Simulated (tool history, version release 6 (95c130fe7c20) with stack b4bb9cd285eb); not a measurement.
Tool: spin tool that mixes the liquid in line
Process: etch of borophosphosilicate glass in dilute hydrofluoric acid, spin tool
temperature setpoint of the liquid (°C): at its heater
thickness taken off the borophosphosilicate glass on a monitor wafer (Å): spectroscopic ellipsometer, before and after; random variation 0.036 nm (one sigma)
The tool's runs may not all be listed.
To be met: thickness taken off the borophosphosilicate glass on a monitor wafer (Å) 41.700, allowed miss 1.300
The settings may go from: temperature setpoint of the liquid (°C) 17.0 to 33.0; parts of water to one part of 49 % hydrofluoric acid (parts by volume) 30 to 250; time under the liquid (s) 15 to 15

run,day,temperature setpoint of the liquid (°C),parts of water to one part of 49 % hydrofluoric acid (parts by volume),time under the liquid (s),thickness taken off the borophosphosilicate glass on a monitor wafer (Å)
1,0.000,25.0,140,15,67.860
2,0.254,28.0,140,15,75.597
3,0.442,28.0,165,15,61.933
4,0.746,25.5,165,15,57.246
5,0.938,23.5,165,15,52.258
6,1.204,25.5,165,15,57.113
7,1.508,21.5,170,15,46.814
8,1.638,21.0,170,15,46.344

4 next moves are on the table. One of them brings every result within its allowed miss. Which?
A,1.767,21.5,175,15,?
B,1.767,20.5,180,15,?
C,1.767,23.0,180,15,?
D,1.767,21.0,195,15,?

move,thickness taken off the borophosphosilicate glass on a monitor wafer (Å)
A,45.317
B,42.167
C,46.411
D,39.083
A: nearer than the last run, and not there yet
B: meets every target
C: as far off as the last run
D: takes the result that was furthest off past its target
Answer: B
